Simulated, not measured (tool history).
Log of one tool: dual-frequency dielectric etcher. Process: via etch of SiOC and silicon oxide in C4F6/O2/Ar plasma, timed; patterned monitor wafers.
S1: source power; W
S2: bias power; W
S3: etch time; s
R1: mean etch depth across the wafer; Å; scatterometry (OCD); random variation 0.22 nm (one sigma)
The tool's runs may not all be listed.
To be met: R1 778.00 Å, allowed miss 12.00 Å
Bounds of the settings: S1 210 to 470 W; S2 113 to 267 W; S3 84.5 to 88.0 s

run,day,S1,S2,S3,R1
1,0.000,340,190,84.5,903.27
2,0.354,310,187,84.5,871.17
3,0.404,290,184,84.5,851.36
4,0.742,290,184,88.0,890.60
5,0.808,290,184,88.0,892.88
6,1.058,270,176,88.0,855.64
7,1.275,260,173,88.0,844.79
8,1.521,210,150,87.5,753.77

4 next moves are on the table. One of them brings every result within its allowed miss. Which?
A,1.767,210,164,87.0,?
B,1.767,230,145,87.0,?
C,1.767,210,153,86.5,?
D,1.767,240,134,87.5,?

move,R1
A,780.36
B,753.15
C,752.17
D,737.97
A: meets every target
B: as far off as the last run
C: further off than the last run
D: further off than the last run
Answer: A

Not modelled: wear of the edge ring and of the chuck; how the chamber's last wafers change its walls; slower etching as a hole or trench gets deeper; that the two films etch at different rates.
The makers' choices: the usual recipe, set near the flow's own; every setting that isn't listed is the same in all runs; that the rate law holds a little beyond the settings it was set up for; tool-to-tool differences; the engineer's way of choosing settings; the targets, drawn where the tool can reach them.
